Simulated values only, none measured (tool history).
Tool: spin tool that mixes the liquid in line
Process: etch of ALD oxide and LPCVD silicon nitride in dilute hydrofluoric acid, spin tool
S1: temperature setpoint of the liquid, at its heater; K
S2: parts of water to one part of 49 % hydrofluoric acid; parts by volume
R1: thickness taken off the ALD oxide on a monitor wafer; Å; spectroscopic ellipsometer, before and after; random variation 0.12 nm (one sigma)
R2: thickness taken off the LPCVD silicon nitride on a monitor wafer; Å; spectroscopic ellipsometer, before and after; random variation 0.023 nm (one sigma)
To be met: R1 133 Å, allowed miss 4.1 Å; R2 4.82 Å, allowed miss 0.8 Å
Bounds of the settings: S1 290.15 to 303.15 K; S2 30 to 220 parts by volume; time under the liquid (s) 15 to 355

run 1 day=0 | S1=295.15 S2=125 time_under_the_liquid_(s)=180 | R1=167.15 R2=4.522
run 2 day=0.042 | S1=297.15 S2=125 time_under_the_liquid_(s)=180 | R1=185.42 R2=5.5841
run 3 day=0.133 | S1=297.15 S2=105 time_under_the_liquid_(s)=180 | R1=223.36 R2=6.6387
run 4 day=0.204 | S1=297.15 S2=140 time_under_the_liquid_(s)=180 | R1=161.13 R2=4.6807
run 5 day=0.5 | S1=294.15 S2=140 time_under_the_liquid_(s)=180 | R1=143.03 R2=3.7459
run 6 day=0.762 | S1=294.15 S2=120 time_under_the_liquid_(s)=180 | R1=172.22 R2=4.7467
run 7 day=0.854 | S1=294.65 S2=130 time_under_the_liquid_(s)=180 | R1=159.48 R2=4.3771
-- day=0.992 thermometer replaced
run 8 day=0.992 | S1=295.15 S2=135 time_under_the_liquid_(s)=180 | R1=170.03 R2=5.0774

4 next moves are on the table. One of them brings every result within its allowed miss. Which?
run A day=1.129 | S1=299.65 S2=205 time_under_the_liquid_(s)=195 | R1=? R2=?
run B day=1.129 | S1=298.65 S2=155 time_under_the_liquid_(s)=155 | R1=? R2=?
run C day=1.129 | S1=296.65 S2=185 time_under_the_liquid_(s)=205 | R1=? R2=?
run D day=1.129 | S1=293.15 S2=115 time_under_the_liquid_(s)=180 | R1=? R2=?

move=A R1=132.47 R2=4.6524
move=B R1=142.21 R2=4.5929
move=C R1=141.33 R2=4.4869
move=D R1=187.84 R2=4.9877
A: meets every target
B: nearer than the last run, and not there yet
C: nearer than the last run, and not there yet
D: further off than the last run
Answer: A
